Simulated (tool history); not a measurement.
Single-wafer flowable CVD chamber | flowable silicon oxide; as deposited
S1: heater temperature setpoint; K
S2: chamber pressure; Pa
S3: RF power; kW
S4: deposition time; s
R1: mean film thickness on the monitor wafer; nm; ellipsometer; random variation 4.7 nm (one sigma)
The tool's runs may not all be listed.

run	day	S1	S2	S3	S4	R1
1	0	373.15	110.9	2.14	970	609.15
2	0.383	373.15	110.9	2.14	970	610.38
3	0.721	373.15	110.9	2.14	1001	632.22
4	1	373.15	100.7	2.14	1001	566.32
5	1.25	368.15	100.8	2.14	1001	661.19
6	1.629	368.15	100.8	2.14	970	645.04
7	1.933	364.15	100.9	2.14	970	726.44

Run 8 comes next. What will it give?
8	2.275	362.15	100.9	2.14	970	?

Run 8 gave R1 758.4 nm.
